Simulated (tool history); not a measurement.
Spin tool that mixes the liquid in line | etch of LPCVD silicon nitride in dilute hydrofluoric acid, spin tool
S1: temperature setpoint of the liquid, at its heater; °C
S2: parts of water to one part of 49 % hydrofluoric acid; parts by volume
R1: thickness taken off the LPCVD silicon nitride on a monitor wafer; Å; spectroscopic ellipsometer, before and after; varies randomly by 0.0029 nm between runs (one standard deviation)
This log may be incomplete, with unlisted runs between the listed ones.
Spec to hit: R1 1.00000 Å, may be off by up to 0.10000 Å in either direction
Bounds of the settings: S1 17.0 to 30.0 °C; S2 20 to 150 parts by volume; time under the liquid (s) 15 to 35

Run 1, hour 0.0: S1 22.0 °C, S2 85 parts by volume, time under the liquid (s) 35. Result: R1 1.83890 Å.
Run 2, hour 2.0: S1 25.0 °C, S2 85 parts by volume, time under the liquid (s) 35. Result: R1 2.23600 Å.
Run 3, hour 10.3: S1 24.5 °C, S2 90 parts by volume, time under the liquid (s) 35. Result: R1 2.10580 Å.
Run 4, hour 14.2: S1 22.5 °C, S2 90 parts by volume, time under the liquid (s) 35. Result: R1 1.77080 Å.
Run 5, hour 15.6: S1 22.5 °C, S2 65 parts by volume, time under the liquid (s) 35. Result: R1 2.43910 Å.
Run 6, hour 19.3: S1 24.0 °C, S2 65 parts by volume, time under the liquid (s) 35. Result: R1 2.66320 Å.
Run 7, hour 26.8: S1 23.5 °C, S2 70 parts by volume, time under the liquid (s) 35. Result: R1 2.47730 Å.
Run 8, hour 34.2: S1 23.0 °C, S2 75 parts by volume, time under the liquid (s) 35. Result: R1 2.24260 Å.
Run 9, hour 42.9: S1 19.0 °C, S2 105 parts by volume, time under the liquid (s) 20. Result: R1 0.69114 Å.
Run 10, hour 44.4: S1 19.5 °C, S2 105 parts by volume, time under the liquid (s) 20. Result: R1 0.72791 Å.
Run 11, hour 50.1: S1 21.0 °C, S2 105 parts by volume, time under the liquid (s) 20. Result: R1 0.77135 Å.
Run 12, hour 55.7: S1 22.5 °C, S2 105 parts by volume, time under the liquid (s) 20. Result: R1 0.85448 Å.

Which one of the following 5 next-run settings gets every result inside its allowed miss? There is exactly one.
Run A, hour 61.3: S1 24.0 °C, S2 100 parts by volume, time under the liquid (s) 15. Result: R1 ?.
Run B, hour 61.3: S1 23.5 °C, S2 95 parts by volume, time under the liquid (s) 15. Result: R1 ?.
Run C, hour 61.3: S1 22.5 °C, S2 85 parts by volume, time under the liquid (s) 15. Result: R1 ?.
Run D, hour 61.3: S1 19.0 °C, S2 120 parts by volume, time under the liquid (s) 35. Result: R1 ?.
Run E, hour 61.3: S1 23.0 °C, S2 105 parts by volume, time under the liquid (s) 15. Result: R1 ?.

move       R1
   A  0.78716
   B  0.80109
   C  0.83602
   D  1.09890
   E  0.70221
A: moves away from the targets compared with the last run
B: moves away from the targets compared with the last run
C: moves away from the targets compared with the last run
D: hits every target within its allowed miss
E: moves away from the targets compared with the last run
D meets every target.

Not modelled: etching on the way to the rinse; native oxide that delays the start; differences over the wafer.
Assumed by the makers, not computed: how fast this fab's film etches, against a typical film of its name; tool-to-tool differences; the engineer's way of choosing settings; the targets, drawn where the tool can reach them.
